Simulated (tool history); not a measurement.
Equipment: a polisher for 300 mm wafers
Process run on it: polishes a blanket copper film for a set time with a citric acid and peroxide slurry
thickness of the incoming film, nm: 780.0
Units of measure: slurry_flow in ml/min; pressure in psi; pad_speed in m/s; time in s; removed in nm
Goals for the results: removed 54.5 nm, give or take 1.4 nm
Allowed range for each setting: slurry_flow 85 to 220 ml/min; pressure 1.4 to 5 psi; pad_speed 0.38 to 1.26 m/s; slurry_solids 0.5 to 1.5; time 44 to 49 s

run  hour  slurry_flow  pressure  pad_speed  slurry_solids  time  removed
  1     0          140       3.2       0.82              1    49   84.143
  2   4.1          170       3.2       0.82              1    49   85.963
  3    10          165       2.8       0.82              1    49   78.642
  4  15.7          195       2.8       0.82              1    49    79.91
  5    18          185       2.4       0.82              1    49   73.485
  6  19.9          185       1.8       0.82              1    49   62.013
  7    28          175       1.7       0.82              1    49   59.961
  8  32.1          175       1.7       0.82              1    49   61.597
  9  40.2          175       1.6        0.8              1    49   58.652

Which one of the following 5 next-run settings gets every result inside its allowed miss? There is exactly one.
  A  48.3          135       1.5        0.8            1.3    46        ?
  B  48.3          160       2.3       0.68            0.9    49        ?
  C  48.3          165       1.7       0.82            0.9    49        ?
  D  48.3          150       1.6        0.8            0.9    45        ?
  E  48.3          190       1.6       0.76            1.2    48        ?

move  removed
   A   54.319
   B   60.347
   C    59.48
   D   51.622
   E   57.404
A: every result lands within tolerance
B: further off than the last run
C: further off than the last run
D: pushes the last run's worst result past its target
E: nearer the targets than the last run, but a result is still out of spec
The right move is A.
